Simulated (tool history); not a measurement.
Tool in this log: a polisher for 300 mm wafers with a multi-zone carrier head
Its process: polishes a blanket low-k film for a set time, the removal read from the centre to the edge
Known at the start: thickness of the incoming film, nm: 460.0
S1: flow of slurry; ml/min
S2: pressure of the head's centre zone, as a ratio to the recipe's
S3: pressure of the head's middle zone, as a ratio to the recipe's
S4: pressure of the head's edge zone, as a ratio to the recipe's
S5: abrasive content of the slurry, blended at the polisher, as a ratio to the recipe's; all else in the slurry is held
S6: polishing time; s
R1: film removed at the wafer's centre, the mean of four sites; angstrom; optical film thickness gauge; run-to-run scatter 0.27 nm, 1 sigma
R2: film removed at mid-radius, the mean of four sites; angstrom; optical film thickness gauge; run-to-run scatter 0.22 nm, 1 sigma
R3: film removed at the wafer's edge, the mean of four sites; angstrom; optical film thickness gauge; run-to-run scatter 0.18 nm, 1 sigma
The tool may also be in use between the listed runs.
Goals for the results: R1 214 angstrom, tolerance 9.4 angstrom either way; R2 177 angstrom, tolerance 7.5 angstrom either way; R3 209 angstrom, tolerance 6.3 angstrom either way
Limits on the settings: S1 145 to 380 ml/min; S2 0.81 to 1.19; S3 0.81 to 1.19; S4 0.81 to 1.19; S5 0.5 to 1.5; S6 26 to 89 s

run	hour	S1	S2	S3	S4	S5	S6	R1	R2	R3
1	0	245	1	1	1	1	57	212.15	216.81	213.83
2	3	245	1	1	1	1	68	260.86	253.99	256.06
3	7.5	245	1.05	1	1	1	68	267.06	260.21	256.74
4	10.4	245	1.05	1	0.94	1	68	272.89	250.32	247.89
5	18.2	195	1.05	1	0.94	1	68	262.39	254	245.2
6	19.7	230	1.05	1	0.94	1	68	261.52	254.55	246.96
7	25.1	240	1.04	0.95	0.94	0.9	68	250.18	230.66	233.33
8	28.2	270	1.02	0.91	0.94	0.85	68	238.76	216.39	231.33
9	31.6	270	1.02	0.91	0.94	0.85	68	239.88	221.94	229.92
10	37.3	275	1.04	0.88	0.98	0.75	68	224.52	192.8	214.34
11	38.3	270	1.04	0.86	0.98	0.75	68	219.64	191.04	213.01
12	41.9	265	1.05	0.85	0.99	0.75	68	222.11	187.83	216.82
13	48.4	260	1.05	0.84	0.98	0.75	68	224.89	187.77	215.08
14	50.4	260	1.05	0.83	0.98	0.75	68	224.78	185.16	213.3
15	58.7	260	1.05	0.82	0.98	0.75	68	227.59	180.97	214.35

Of the 4 settings listed for the next run, only one would bring every result within its allowed miss of target. Which one?
A	67	260	1.16	0.96	0.91	0.75	63	?	?	?
B	67	240	1.16	0.91	0.87	0.75	67	?	?	?
C	67	235	1.15	0.91	0.88	0.8	64	?	?	?
D	67	245	1.06	0.85	1.07	0.7	68	?	?	?

move	R1	R2	R3
A	230.94	197.46	192.47
B	243.38	199.26	199.48
C	240.58	198.75	200.1
D	214.64	181.96	212.63
A: moves away from the targets compared with the last run
B: moves away from the targets compared with the last run
C: moves away from the targets compared with the last run
D: in spec on every target
D is the move that brings every result within its allowed miss.

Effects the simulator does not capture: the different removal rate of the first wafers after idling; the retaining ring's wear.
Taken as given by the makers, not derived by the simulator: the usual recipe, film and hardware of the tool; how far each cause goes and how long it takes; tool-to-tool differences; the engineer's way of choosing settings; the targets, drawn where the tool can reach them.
